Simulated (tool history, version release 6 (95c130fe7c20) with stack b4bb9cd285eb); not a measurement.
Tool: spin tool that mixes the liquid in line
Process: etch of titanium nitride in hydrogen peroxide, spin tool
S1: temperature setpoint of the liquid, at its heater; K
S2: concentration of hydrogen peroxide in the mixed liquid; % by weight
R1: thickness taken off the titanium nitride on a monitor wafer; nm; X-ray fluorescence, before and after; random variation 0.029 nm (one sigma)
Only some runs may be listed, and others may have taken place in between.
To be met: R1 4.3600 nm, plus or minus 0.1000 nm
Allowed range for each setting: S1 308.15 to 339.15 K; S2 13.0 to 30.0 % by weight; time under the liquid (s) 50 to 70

{"run": 1, "day": 0.0, "S1": 324.15, "S2": 24.0, "time under the liquid (s)": 70, "R1": 2.0701}
{"run": 2, "day": 0.283, "S1": 326.15, "S2": 24.0, "time under the liquid (s)": 70, "R1": 2.3662}
{"run": 3, "day": 0.521, "S1": 322.15, "S2": 24.0, "time under the liquid (s)": 70, "R1": 1.7772}
{"run": 4, "day": 0.604, "S1": 324.65, "S2": 24.0, "time under the liquid (s)": 70, "R1": 2.159}
{"run": 5, "day": 0.733, "S1": 324.65, "S2": 24.0, "time under the liquid (s)": 70, "R1": 2.1627}
{"run": 6, "day": 0.942, "S1": 326.65, "S2": 24.0, "time under the liquid (s)": 70, "R1": 2.4645}
{"run": 7, "day": 1.083, "S1": 328.15, "S2": 24.0, "time under the liquid (s)": 70, "R1": 2.7414}
{"run": 8, "day": 1.271, "S1": 329.15, "S2": 24.0, "time under the liquid (s)": 70, "R1": 2.9422}
{"run": 9, "day": 1.625, "S1": 330.15, "S2": 24.0, "time under the liquid (s)": 70, "R1": 3.1434}
{"run": 10, "day": 1.904, "S1": 331.15, "S2": 24.0, "time under the liquid (s)": 70, "R1": 3.3861}
{"run": 11, "day": 2.246, "S1": 331.65, "S2": 24.0, "time under the liquid (s)": 70, "R1": 3.5005}

Next run, 4 choices. One meets every target within its allowed miss, the rest don't. Which?
{"run": "A", "day": 2.588, "S1": 334.15, "S2": 23.0, "time under the liquid (s)": 70, "R1": "?"}
{"run": "B", "day": 2.588, "S1": 335.65, "S2": 22.5, "time under the liquid (s)": 70, "R1": "?"}
{"run": "C", "day": 2.588, "S1": 335.15, "S2": 26.0, "time under the liquid (s)": 70, "R1": "?"}
{"run": "D", "day": 2.588, "S1": 334.15, "S2": 29.0, "time under the liquid (s)": 70, "R1": "?"}

move=A R1=4.1154
move=B R1=4.5306
move=C R1=4.5213
move=D R1=4.3296
A: nearer the targets than the last run, but a result is still out of spec
B: pushes the last run's worst result past its target
C: pushes the last run's worst result past its target
D: meets every target
Go with D: it meets all targets.
